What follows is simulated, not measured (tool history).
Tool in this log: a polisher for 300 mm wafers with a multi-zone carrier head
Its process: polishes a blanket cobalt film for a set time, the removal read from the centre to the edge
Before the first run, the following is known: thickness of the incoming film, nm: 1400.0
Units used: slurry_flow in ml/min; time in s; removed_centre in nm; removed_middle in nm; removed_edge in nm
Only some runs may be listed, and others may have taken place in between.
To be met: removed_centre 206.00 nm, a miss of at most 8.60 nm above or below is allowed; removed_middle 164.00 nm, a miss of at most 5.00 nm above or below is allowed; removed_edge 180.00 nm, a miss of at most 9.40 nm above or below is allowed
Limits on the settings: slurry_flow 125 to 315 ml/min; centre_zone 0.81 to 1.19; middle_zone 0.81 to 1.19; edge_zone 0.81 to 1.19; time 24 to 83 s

run 1 day=0.000 | slurry_flow=205 centre_zone=1.00 middle_zone=1.00 edge_zone=1.00 time=53 | removed_centre=353.54 removed_middle=340.22 removed_edge=351.88
run 2 day=0.242 | slurry_flow=205 centre_zone=1.00 middle_zone=1.00 edge_zone=1.00 time=59 | removed_centre=389.04 removed_middle=374.93 removed_edge=384.56
run 3 day=0.583 | slurry_flow=205 centre_zone=1.00 middle_zone=1.05 edge_zone=1.00 time=59 | removed_centre=388.39 removed_middle=393.91 removed_edge=376.38
run 4 day=0.867 | slurry_flow=205 centre_zone=1.06 middle_zone=1.05 edge_zone=1.00 time=59 | removed_centre=409.76 removed_middle=396.68 removed_edge=388.01
run 5 day=0.888 | slurry_flow=205 centre_zone=1.11 middle_zone=1.05 edge_zone=1.00 time=59 | removed_centre=431.85 removed_middle=394.35 removed_edge=384.53
run 6 day=0.912 | slurry_flow=225 centre_zone=1.11 middle_zone=1.05 edge_zone=1.00 time=59 | removed_centre=430.25 removed_middle=401.90 removed_edge=394.41
run 7 day=1.154 | slurry_flow=205 centre_zone=1.09 middle_zone=1.01 edge_zone=0.96 time=52 | removed_centre=365.84 removed_middle=336.93 removed_edge=330.00
run 8 day=1.333 | slurry_flow=150 centre_zone=1.06 middle_zone=0.91 edge_zone=0.93 time=37 | removed_centre=245.86 removed_middle=209.81 removed_edge=228.47
run 9 day=1.662 | slurry_flow=150 centre_zone=1.06 middle_zone=0.90 edge_zone=0.91 time=35 | removed_centre=235.98 removed_middle=196.91 removed_edge=215.09
run 10 day=2.012 | slurry_flow=150 centre_zone=1.06 middle_zone=0.89 edge_zone=0.89 time=34 | removed_centre=226.70 removed_middle=192.19 removed_edge=204.77
run 11 day=2.038 | slurry_flow=140 centre_zone=1.09 middle_zone=0.81 edge_zone=0.86 time=28 | removed_centre=192.02 removed_middle=146.17 removed_edge=168.26
run 12 day=2.125 | slurry_flow=150 centre_zone=1.09 middle_zone=0.82 edge_zone=0.86 time=28 | removed_centre=190.86 removed_middle=148.07 removed_edge=166.81
run 13 day=2.183 | slurry_flow=150 centre_zone=1.09 middle_zone=0.83 edge_zone=0.87 time=28 | removed_centre=190.51 removed_middle=146.35 removed_edge=171.18
run 14 day=2.288 | slurry_flow=150 centre_zone=1.09 middle_zone=0.84 edge_zone=0.87 time=28 | removed_centre=192.67 removed_middle=147.54 removed_edge=169.41
run 15 day=2.538 | slurry_flow=205 centre_zone=1.10 middle_zone=0.91 edge_zone=0.93 time=29 | removed_centre=212.92 removed_middle=170.18 removed_edge=184.86

Pick the move, out of 4, that brings all results within their allowed miss; only one does.
run A day=2.788 | slurry_flow=195 centre_zone=1.06 middle_zone=0.84 edge_zone=0.84 time=30 | removed_centre=? removed_middle=? removed_edge=?
run B day=2.788 | slurry_flow=135 centre_zone=1.12 middle_zone=1.00 edge_zone=0.87 time=31 | removed_centre=? removed_middle=? removed_edge=?
run C day=2.788 | slurry_flow=210 centre_zone=1.13 middle_zone=0.94 edge_zone=0.99 time=29 | removed_centre=? removed_middle=? removed_edge=?
run D day=2.788 | slurry_flow=205 centre_zone=1.09 middle_zone=0.82 edge_zone=1.05 time=30 | removed_centre=? removed_middle=? removed_edge=?

move=A removed_centre=207.92 removed_middle=165.70 removed_edge=183.31
move=B removed_centre=216.30 removed_middle=189.52 removed_edge=186.03
move=C removed_centre=216.05 removed_middle=177.11 removed_edge=192.05
move=D removed_centre=214.94 removed_middle=163.27 removed_edge=204.39
A: all results land within tolerance of their targets
B: lands further from the targets than the last run did
C: lands further from the targets than the last run did
D: brings the result that was furthest off to its target, and leaves another outside
Correct choice: A, which meets every target
